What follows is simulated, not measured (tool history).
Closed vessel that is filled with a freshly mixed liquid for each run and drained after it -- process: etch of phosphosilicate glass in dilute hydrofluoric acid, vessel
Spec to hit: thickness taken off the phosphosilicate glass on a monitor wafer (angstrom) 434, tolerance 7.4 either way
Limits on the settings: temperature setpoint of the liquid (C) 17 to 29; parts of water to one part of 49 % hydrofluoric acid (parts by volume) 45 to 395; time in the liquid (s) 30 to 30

run,hour,temperature setpoint of the liquid (C),parts of water to one part of 49 % hydrofluoric acid (parts by volume),time in the liquid (s),thickness taken off the phosphosilicate glass on a monitor wafer (angstrom)
1,0,21,220,30,204.97
2,5.6,21,220,30,204.3
3,8.2,23,200,30,248.34
4,14.6,24.5,185,30,286.38
5,22.2,24.5,250,30,199.38
6,23.7,28,250,30,224.78
7,30.7,28,225,30,256.04
8,34.2,28,205,30,288.57
9,39,28,190,30,320.3
10,41.4,28,180,30,339.21
11,41.9,28,170,30,360.36
12,45.5,28,165,30,375.24
13,46,28,160,30,389.58
14,49.4,28,155,30,404.06

5 candidate next runs follow, results not yet known. Just one meets every target within its allowed miss. Identify it.
A,52.8,28.5,160,30,?
B,52.8,27.5,160,30,?
C,52.8,27.5,145,30,?
D,52.8,29,170,30,?
E,52.8,25.5,140,30,?

move,thickness taken off the phosphosilicate glass on a monitor wafer (angstrom)
A,399.45
B,385.17
C,432.96
D,378.03
E,418.59
A: moves away from the targets compared with the last run
B: moves away from the targets compared with the last run
C: each result inside its tolerance
D: moves away from the targets compared with the last run
E: better than the last run, though not everything is in spec
The move that meets every target is C.
